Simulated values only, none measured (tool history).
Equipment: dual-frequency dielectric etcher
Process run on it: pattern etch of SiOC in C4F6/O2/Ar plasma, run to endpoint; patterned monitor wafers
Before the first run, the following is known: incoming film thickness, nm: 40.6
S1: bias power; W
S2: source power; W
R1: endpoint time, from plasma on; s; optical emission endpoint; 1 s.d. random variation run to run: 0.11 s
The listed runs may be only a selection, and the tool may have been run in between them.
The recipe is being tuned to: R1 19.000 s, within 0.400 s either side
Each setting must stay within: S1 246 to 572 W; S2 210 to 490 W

run 1 hour=0.0 | S1=409 S2=350 | R1=16.295
run 2 hour=2.9 | S1=409 S2=390 | R1=15.693
run 3 hour=11.7 | S1=363 S2=370 | R1=16.722
run 4 hour=18.9 | S1=363 S2=310 | R1=17.772
run 5 hour=27.6 | S1=345 S2=310 | R1=17.952
run 6 hour=30.7 | S1=391 S2=310 | R1=17.363
run 7 hour=32.1 | S1=364 S2=300 | R1=18.109
run 8 hour=33.9 | S1=350 S2=300 | R1=18.191

4 next moves are on the table. One of them brings every result within its allowed miss. Which?
run A hour=35.7 | S1=316 S2=330 | R1=?
run B hour=35.7 | S1=399 S2=250 | R1=?
run C hour=35.7 | S1=388 S2=290 | R1=?
run D hour=35.7 | S1=357 S2=320 | R1=?

move=A R1=18.262
move=B R1=18.870
move=C R1=17.929
move=D R1=17.734
A: closes in on the targets versus the last run, not all within tolerance yet
B: each result inside its tolerance
C: its largest miss is bigger than the last run's
D: its largest miss is bigger than the last run's
Correct choice: B, which meets every target
